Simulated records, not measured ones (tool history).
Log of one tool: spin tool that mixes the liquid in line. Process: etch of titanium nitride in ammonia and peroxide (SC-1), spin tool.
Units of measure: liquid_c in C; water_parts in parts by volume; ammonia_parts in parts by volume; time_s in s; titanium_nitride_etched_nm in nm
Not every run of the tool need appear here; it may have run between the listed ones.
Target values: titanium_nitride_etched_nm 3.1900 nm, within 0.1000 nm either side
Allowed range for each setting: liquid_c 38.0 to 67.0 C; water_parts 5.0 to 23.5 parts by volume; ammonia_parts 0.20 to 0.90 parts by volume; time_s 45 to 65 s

run  hour  liquid_c  water_parts  ammonia_parts  time_s  titanium_nitride_etched_nm
  1   0.0      51.0         13.0           0.50      65                      6.8321
  2   8.5      51.0         13.0           0.60      65                      7.1276
  3  11.6      51.0         13.0           0.60      45                      4.9468
  4  17.5      51.0         13.0           0.60      65                      7.1029
  5  19.6      51.0         17.5           0.60      65                      6.0366
  6  25.3      51.0         17.5           0.60      65                      5.9930
  7  30.2      49.5         17.5           0.60      65                      5.4900
     38.3  -- thermometer replaced
  8  38.3      49.5         17.5           0.60      65                      4.6549
  9  40.1      49.0         17.5           0.60      65                      4.5018
 10  47.5      48.5         17.5           0.60      65                      4.4250
 11  52.3      43.0         17.5           0.60      65                      2.9536

Next run, 5 choices. One meets every target within its allowed miss, the rest don't. Which?
  A  57.1      45.5         15.0           0.50      60                           ?
  B  57.1      41.0         17.5           0.85      65                           ?
  C  57.1      44.5         13.5           0.55      55                           ?
  D  57.1      42.5          9.5           0.30      65                           ?
  E  57.1      45.0         21.5           0.45      65                           ?

move  titanium_nitride_etched_nm
   A                      3.4551
   B                      2.7274
   C                      3.1747
   D                      3.5078
   E                      2.9007
A: takes the biggest miss from the last run beyond its target
B: its largest miss is bigger than the last run's
C: all results land within tolerance of their targets
D: takes the biggest miss from the last run beyond its target
E: its largest miss is bigger than the last run's
The move that meets every target is C.
